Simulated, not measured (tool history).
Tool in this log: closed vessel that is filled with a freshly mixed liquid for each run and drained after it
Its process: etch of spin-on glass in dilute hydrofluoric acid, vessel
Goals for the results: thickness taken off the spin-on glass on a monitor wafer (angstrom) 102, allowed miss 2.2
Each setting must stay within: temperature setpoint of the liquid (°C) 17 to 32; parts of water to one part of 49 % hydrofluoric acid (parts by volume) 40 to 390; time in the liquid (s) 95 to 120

run  hour  temperature setpoint of the liquid (°C)  parts of water to one part of 49 % hydrofluoric acid (parts by volume)  time in the liquid (s)  thickness taken off the spin-on glass on a monitor wafer (angstrom)
  1     0                                       24                                                                     215                     120                                                               197.75
  2   2.4                                     22.5                                                                     230                     120                                                                172.1
  3  11.4                                     21.5                                                                     245                     120                                                               150.39
  4  16.9                                     19.5                                                                     245                     120                                                               141.64
  5  20.2                                       19                                                                     255                     120                                                               133.05
  6    25                                       19                                                                     255                     120                                                               133.99
  7  30.3                                     18.5                                                                     265                     120                                                               123.16
  8  38.6                                       18                                                                     270                     120                                                               119.62
  9  47.3                                       18                                                                     275                     120                                                               117.26
 10  55.8                                       18                                                                     280                     120                                                               114.76
     61.5  -- hydrofluoric acid flow meter replaced
 11  61.5                                       18                                                                     280                     120                                                               106.89
 12  66.3                                     17.5                                                                     280                     120                                                               104.67

5 candidate next runs follow, results not yet known. Just one meets every target within its allowed miss. Identify it.
  A  71.1                                     17.5                                                                     275                     115                                                                    ?
  B  71.1                                       17                                                                     260                     115                                                                    ?
  C  71.1                                     20.5                                                                     295                     120                                                                    ?
  D  71.1                                       21                                                                     285                     110                                                                    ?
  E  71.1                                     17.5                                                                     275                     120                                                                    ?

move  thickness taken off the spin-on glass on a monitor wafer (angstrom)
   A                                                               103.61
   B                                                                108.9
   C                                                               110.72
   D                                                               107.97
   E                                                               108.11
A: meets every target
B: lands further from the targets than the last run did
C: lands further from the targets than the last run did
D: lands further from the targets than the last run did
E: lands further from the targets than the last run did
A meets every target.
